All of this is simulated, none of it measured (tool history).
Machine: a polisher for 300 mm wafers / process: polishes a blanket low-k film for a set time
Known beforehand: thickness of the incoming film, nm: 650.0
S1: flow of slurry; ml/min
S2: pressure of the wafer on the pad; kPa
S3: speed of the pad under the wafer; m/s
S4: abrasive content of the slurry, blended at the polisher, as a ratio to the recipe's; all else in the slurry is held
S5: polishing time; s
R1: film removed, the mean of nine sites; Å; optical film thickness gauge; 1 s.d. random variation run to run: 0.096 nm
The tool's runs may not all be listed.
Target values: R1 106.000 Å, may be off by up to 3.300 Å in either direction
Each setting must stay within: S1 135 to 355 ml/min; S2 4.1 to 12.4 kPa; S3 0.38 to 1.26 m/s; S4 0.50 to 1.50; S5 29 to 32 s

Run 1, hour 0.0: S1 225 ml/min, S2 8.3 kPa, S3 0.82 m/s, S4 1.00, S5 32 s. Result: R1 72.216 Å.
Run 2, hour 8.3: S1 205 ml/min, S2 8.3 kPa, S3 0.82 m/s, S4 1.00, S5 32 s. Result: R1 71.879 Å.
Run 3, hour 15.9: S1 205 ml/min, S2 6.9 kPa, S3 0.82 m/s, S4 1.00, S5 32 s. Result: R1 60.151 Å.
Run 4, hour 21.4: S1 245 ml/min, S2 6.9 kPa, S3 0.82 m/s, S4 1.00, S5 32 s. Result: R1 62.317 Å.
Run 5, hour 28.0: S1 245 ml/min, S2 6.9 kPa, S3 0.82 m/s, S4 1.00, S5 32 s. Result: R1 61.965 Å.
Run 6, hour 35.6: S1 250 ml/min, S2 7.6 kPa, S3 0.82 m/s, S4 1.00, S5 32 s. Result: R1 67.662 Å.
Run 7, hour 42.6: S1 255 ml/min, S2 8.3 kPa, S3 0.82 m/s, S4 1.00, S5 32 s. Result: R1 73.662 Å.
Run 8, hour 50.9: S1 265 ml/min, S2 10.3 kPa, S3 0.84 m/s, S4 1.00, S5 32 s. Result: R1 93.583 Å.
Run 9, hour 55.2: S1 265 ml/min, S2 11.0 kPa, S3 0.84 m/s, S4 1.00, S5 32 s. Result: R1 100.380 Å.

Exactly one of the 4 candidate moves below puts every result within its allowed miss. Which one?
Run A, hour 59.5: S1 225 ml/min, S2 10.3 kPa, S3 1.10 m/s, S4 1.05, S5 32 s. Result: R1 ?.
Run B, hour 59.5: S1 255 ml/min, S2 10.3 kPa, S3 0.94 m/s, S4 1.10, S5 32 s. Result: R1 ?.
Run C, hour 59.5: S1 295 ml/min, S2 11.7 kPa, S3 0.78 m/s, S4 1.00, S5 31 s. Result: R1 ?.
Run D, hour 59.5: S1 285 ml/min, S2 10.3 kPa, S3 0.94 m/s, S4 0.95, S5 31 s. Result: R1 ?.

move       R1
   A  116.440
   B  106.190
   C   97.836
   D   98.066
A: carries the result that was furthest off beyond its target, to the other side
B: in spec on every target
C: lands further from the targets than the last run did
D: lands further from the targets than the last run did
Go with B: it meets all targets.
